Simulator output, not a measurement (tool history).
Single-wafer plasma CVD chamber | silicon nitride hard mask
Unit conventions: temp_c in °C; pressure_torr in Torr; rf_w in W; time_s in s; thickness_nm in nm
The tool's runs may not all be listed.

run 1 hour=0 | temp_c=420 pressure_torr=2.05 rf_w=390 time_s=28.6 | thickness_nm=38.959
run 2 hour=3 | temp_c=410 pressure_torr=2.05 rf_w=390 time_s=28.6 | thickness_nm=39.2
run 3 hour=6.6 | temp_c=410 pressure_torr=1.73 rf_w=390 time_s=28.6 | thickness_nm=36.571
run 4 hour=8.8 | temp_c=410 pressure_torr=1.65 rf_w=385 time_s=28.6 | thickness_nm=35.716
run 5 hour=12.6 | temp_c=419 pressure_torr=1.65 rf_w=385 time_s=28.6 | thickness_nm=35.669
run 6 hour=18.5 | temp_c=419 pressure_torr=1.59 rf_w=380 time_s=28.6 | thickness_nm=34.935

Forecast run 7:
run 7 hour=25.4 | temp_c=419 pressure_torr=1.59 rf_w=380 time_s=28.6 | thickness_nm=?

{"run 7": {"thickness_nm": 34.242}}
